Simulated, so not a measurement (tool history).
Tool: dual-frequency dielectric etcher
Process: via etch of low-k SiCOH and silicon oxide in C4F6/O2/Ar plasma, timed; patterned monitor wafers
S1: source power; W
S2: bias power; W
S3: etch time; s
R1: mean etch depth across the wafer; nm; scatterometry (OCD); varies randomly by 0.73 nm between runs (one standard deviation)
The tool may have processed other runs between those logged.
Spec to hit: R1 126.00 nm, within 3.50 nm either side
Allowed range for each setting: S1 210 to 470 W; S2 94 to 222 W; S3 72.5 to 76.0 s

{"run": 1, "hour": 0.0, "S1": 340, "S2": 158, "S3": 72.5, "R1": 179.89}
{"run": 2, "hour": 8.2, "S1": 310, "S2": 145, "S3": 72.5, "R1": 168.08}
{"run": 3, "hour": 10.8, "S1": 360, "S2": 145, "S3": 72.5, "R1": 178.23}
{"run": 4, "hour": 16.8, "S1": 360, "S2": 145, "S3": 76.0, "R1": 188.05}
{"run": 5, "hour": 19.2, "S1": 390, "S2": 145, "S3": 76.0, "R1": 193.5}
{"run": 6, "hour": 25.6, "S1": 350, "S2": 134, "S3": 75.5, "R1": 178.59}
{"run": 7, "hour": 32.2, "S1": 320, "S2": 126, "S3": 75.0, "R1": 166.56}
{"run": 8, "hour": 33.1, "S1": 300, "S2": 119, "S3": 74.5, "R1": 156.78}
{"run": 9, "hour": 41.1, "S1": 280, "S2": 114, "S3": 74.0, "R1": 148.02}
{"run": 10, "hour": 49.8, "S1": 270, "S2": 110, "S3": 73.5, "R1": 141.58}
{"run": 11, "hour": 57.5, "S1": 260, "S2": 108, "S3": 73.5, "R1": 139.13}
{"hour": 64.6, "done": "source power generator calibrated"}
{"run": 12, "hour": 64.6, "S1": 210, "S2": 94, "S3": 72.5, "R1": 115.45}
{"run": 13, "hour": 73.6, "S1": 220, "S2": 95, "S3": 72.5, "R1": 118.39}
{"run": 14, "hour": 76.8, "S1": 230, "S2": 95, "S3": 72.5, "R1": 121.12}
{"run": 15, "hour": 79.7, "S1": 260, "S2": 99, "S3": 72.5, "R1": 130.69}

Below are 4 possible settings for the next run. Only one of them brings all results inside the allowed miss of their targets. Which is it?
{"run": "A", "hour": 82.6, "S1": 240, "S2": 97, "S3": 72.5, "R1": "?"}
{"run": "B", "hour": 82.6, "S1": 280, "S2": 94, "S3": 73.0, "R1": "?"}
{"run": "C", "hour": 82.6, "S1": 280, "S2": 94, "S3": 76.0, "R1": "?"}
{"run": "D", "hour": 82.6, "S1": 210, "S2": 94, "S3": 76.0, "R1": "?"}

move=A R1=124.88
move=B R1=133.67
move=C R1=139.16
move=D R1=120.95
A: in spec on every target
B: the biggest miss grows against the last run
C: the biggest miss grows against the last run
D: moves the result that the last run missed by most past its target, out the other side
The move that meets every target is A.
